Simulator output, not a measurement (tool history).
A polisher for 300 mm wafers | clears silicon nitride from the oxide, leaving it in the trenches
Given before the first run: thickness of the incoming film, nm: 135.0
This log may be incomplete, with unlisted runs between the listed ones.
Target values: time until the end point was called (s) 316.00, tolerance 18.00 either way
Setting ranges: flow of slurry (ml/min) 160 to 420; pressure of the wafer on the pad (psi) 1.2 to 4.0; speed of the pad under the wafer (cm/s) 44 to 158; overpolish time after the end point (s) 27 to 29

run  hour  flow of slurry (ml/min)  pressure of the wafer on the pad (psi)  speed of the pad under the wafer (cm/s)  overpolish time after the end point (s)  time until the end point was called (s)
  1   0.0                      270                                     2.6                                      100                                       27                                   213.78
  2   7.3                      335                                     2.6                                      100                                       27                                   201.22
  3  11.2                      335                                     2.6                                      116                                       27                                   176.03
  4  12.6                      335                                     2.6                                      116                                       29                                   174.05
  5  15.9                      335                                     3.1                                      116                                       29                                   143.63
  6  24.3                      335                                     3.1                                      140                                       29                                   121.00
  7  26.9                      325                                     2.4                                      130                                       29                                   175.18
  8  29.5                      315                                     2.0                                      128                                       29                                   204.22
  9  31.3                      305                                     1.7                                      124                                       29                                   245.65
 10  35.3                      300                                     1.5                                      122                                       29                                   285.72

Next run, 4 choices. One meets every target within its allowed miss, the rest don't. Which?
  A  39.3                      265                                     1.6                                      106                                       29                                        ?
  B  39.3                      335                                     1.3                                      108                                       27                                        ?
  C  39.3                      290                                     1.5                                      126                                       27                                        ?
  D  39.3                      280                                     1.4                                      102                                       29                                        ?

move  time until the end point was called (s)
   A                                   312.92
   B                                   368.28
   C                                   279.45
   D                                   367.32
A: hits every target within its allowed miss
B: takes the result that was furthest off past its target
C: its largest miss is bigger than the last run's
D: takes the result that was furthest off past its target
The move that meets every target is A.
